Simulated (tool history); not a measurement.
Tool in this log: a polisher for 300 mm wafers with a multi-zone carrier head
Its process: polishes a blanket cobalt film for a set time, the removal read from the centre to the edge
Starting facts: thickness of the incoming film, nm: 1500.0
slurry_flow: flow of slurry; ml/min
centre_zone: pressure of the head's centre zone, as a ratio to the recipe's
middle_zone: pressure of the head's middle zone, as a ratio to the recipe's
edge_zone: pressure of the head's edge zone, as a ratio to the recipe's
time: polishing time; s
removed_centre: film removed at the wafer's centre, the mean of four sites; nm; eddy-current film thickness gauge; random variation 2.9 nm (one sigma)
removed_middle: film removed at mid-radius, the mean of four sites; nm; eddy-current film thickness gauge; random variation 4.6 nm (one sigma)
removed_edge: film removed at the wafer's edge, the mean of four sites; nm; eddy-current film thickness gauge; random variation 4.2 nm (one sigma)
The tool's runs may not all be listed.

run,hour,slurry_flow,centre_zone,middle_zone,edge_zone,time,removed_centre,removed_middle,removed_edge
1,0,175,1,1,1,55,290.6,295.21,303.14
2,4.8,180,0.97,1.04,1.04,57,299.58,321.28,324.2
3,12.1,190,0.94,1.07,1.07,58,296.11,332.59,336.92
4,19.1,190,0.94,1.07,1.02,58,292.65,333.62,331.49
5,20.1,195,0.92,1.1,1.04,60,303.41,347.79,350.22
# hour 22.4: slurry nozzle cleaned
6,22.4,195,1,1.1,1.04,60,356.23,380.28,370.95
7,28.4,185,0.96,1.12,1.04,62,354.57,406.66,372.9

What will run 8 give?
8,30.9,190,0.93,1.14,1.06,63,?,?,?

Run 8 came out at removed_centre 348.4 nm, removed_middle 417.83 nm, removed_edge 386.75 nm.
